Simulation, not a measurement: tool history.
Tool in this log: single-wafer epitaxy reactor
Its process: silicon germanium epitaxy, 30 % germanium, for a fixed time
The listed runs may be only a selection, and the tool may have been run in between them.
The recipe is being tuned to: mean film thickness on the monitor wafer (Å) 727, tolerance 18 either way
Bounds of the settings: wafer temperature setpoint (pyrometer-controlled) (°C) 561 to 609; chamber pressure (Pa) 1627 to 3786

run  hour  wafer temperature setpoint (pyrometer-controlled) (°C)  chamber pressure (Pa)  mean film thickness on the monitor wafer (Å)
  1     0                                                     585                   2706                                        453.58
  2   3.4                                                     588                   2733                                        481.87
  3   9.6                                                     578                   2733                                        407.91
  4  12.4                                                     582                   2786                                        441.01
  5  16.5                                                     585                   2826                                        467.22
  6  19.7                                                     588                   2853                                        496.87
  7  27.5                                                     591                   2866                                        520.21
  8  30.3                                                     593                   2893                                        542.88
  9  33.6                                                     595                   2906                                        560.98
 10  38.4                                                     597                   2920                                         581.5

5 next moves are on the table. One of them brings every result within its allowed miss. Which?
  A  43.2                                                     608                   2773                                             ?
  B  43.2                                                     586                   2760                                             ?
  C  43.2                                                     609                   2786                                             ?
  D  43.2                                                     586                   2560                                             ?
  E  43.2                                                     603                   3693                                             ?

move  mean film thickness on the monitor wafer (Å)
   A                                        673.02
   B                                        469.47
   C                                        685.73
   D                                        448.56
   E                                        729.18
A: better than the last run, though not everything is in spec
B: its largest miss is bigger than the last run's
C: better than the last run, though not everything is in spec
D: its largest miss is bigger than the last run's
E: meets every target
Answer: E
